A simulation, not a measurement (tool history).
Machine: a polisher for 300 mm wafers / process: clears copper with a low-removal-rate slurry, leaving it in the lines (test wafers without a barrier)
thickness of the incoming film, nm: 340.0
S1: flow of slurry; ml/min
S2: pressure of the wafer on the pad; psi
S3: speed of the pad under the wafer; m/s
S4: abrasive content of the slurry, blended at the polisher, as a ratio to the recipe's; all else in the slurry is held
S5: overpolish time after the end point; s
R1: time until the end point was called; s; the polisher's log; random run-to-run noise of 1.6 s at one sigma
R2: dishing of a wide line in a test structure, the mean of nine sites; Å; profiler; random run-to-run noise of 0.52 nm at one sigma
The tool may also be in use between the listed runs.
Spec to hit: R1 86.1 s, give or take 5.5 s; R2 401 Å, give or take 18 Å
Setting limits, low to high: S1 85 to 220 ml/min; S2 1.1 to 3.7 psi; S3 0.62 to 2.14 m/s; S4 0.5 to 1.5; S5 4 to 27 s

{"run": 1, "hour": 0.0, "S1": 140, "S2": 2.4, "S3": 1.38, "S4": 1, "S5": 14, "R1": 99.647, "R2": 310.84}
{"run": 2, "hour": 4.1, "S1": 160, "S2": 2.4, "S3": 1.38, "S4": 1, "S5": 14, "R1": 95.331, "R2": 305.22}
{"run": 3, "hour": 9.3, "S1": 160, "S2": 2.4, "S3": 1.66, "S4": 1, "S5": 14, "R1": 82.829, "R2": 345.64}
{"run": 4, "hour": 13.6, "S1": 155, "S2": 2.4, "S3": 1.66, "S4": 1, "S5": 14, "R1": 85.9, "R2": 340.23}
{"run": 5, "hour": 14.6, "S1": 150, "S2": 2.4, "S3": 1.66, "S4": 1, "S5": 14, "R1": 86.178, "R2": 341.68}
{"run": 6, "hour": 18.3, "S1": 150, "S2": 2.4, "S3": 1.98, "S4": 1, "S5": 14, "R1": 77.292, "R2": 383.45}
{"run": 7, "hour": 21.7, "S1": 145, "S2": 2.4, "S3": 1.98, "S4": 1, "S5": 14, "R1": 76.464, "R2": 376.75}
{"run": 8, "hour": 25.9, "S1": 140, "S2": 2.4, "S3": 1.98, "S4": 1, "S5": 14, "R1": 76.989, "R2": 371.13}
{"run": 9, "hour": 31.9, "S1": 135, "S2": 2.4, "S3": 1.98, "S4": 1, "S5": 15, "R1": 78.087, "R2": 404.53}
{"run": 10, "hour": 33.7, "S1": 130, "S2": 2.4, "S3": 1.98, "S4": 1, "S5": 15, "R1": 77.561, "R2": 390.6}
{"run": 11, "hour": 37.9, "S1": 125, "S2": 2.4, "S3": 1.98, "S4": 1, "S5": 15, "R1": 78.043, "R2": 382.95}

Below are 4 possible settings for the next run. Only one of them brings all results inside the allowed miss of their targets. Which is it?
{"run": "A", "hour": 42.1, "S1": 130, "S2": 2.4, "S3": 2.02, "S4": 1, "S5": 15, "R1": "?", "R2": "?"}
{"run": "B", "hour": 42.1, "S1": 130, "S2": 2.5, "S3": 2.14, "S4": 0.95, "S5": 12, "R1": "?", "R2": "?"}
{"run": "C", "hour": 42.1, "S1": 85, "S2": 2.4, "S3": 2.04, "S4": 0.9, "S5": 17, "R1": "?", "R2": "?"}
{"run": "D", "hour": 42.1, "S1": 135, "S2": 2.6, "S3": 1.58, "S4": 0.9, "S5": 15, "R1": "?", "R2": "?"}

move=A R1=74.681 R2=393.5
move=B R1=69.456 R2=351.02
move=C R1=82.244 R2=402.1
move=D R1=83.293 R2=363.37
A: moves away from the targets compared with the last run
B: moves away from the targets compared with the last run
C: each result inside its tolerance
D: the worst result of the last run now meets its target, but another is out of spec
C is the move that brings every result within its allowed miss.

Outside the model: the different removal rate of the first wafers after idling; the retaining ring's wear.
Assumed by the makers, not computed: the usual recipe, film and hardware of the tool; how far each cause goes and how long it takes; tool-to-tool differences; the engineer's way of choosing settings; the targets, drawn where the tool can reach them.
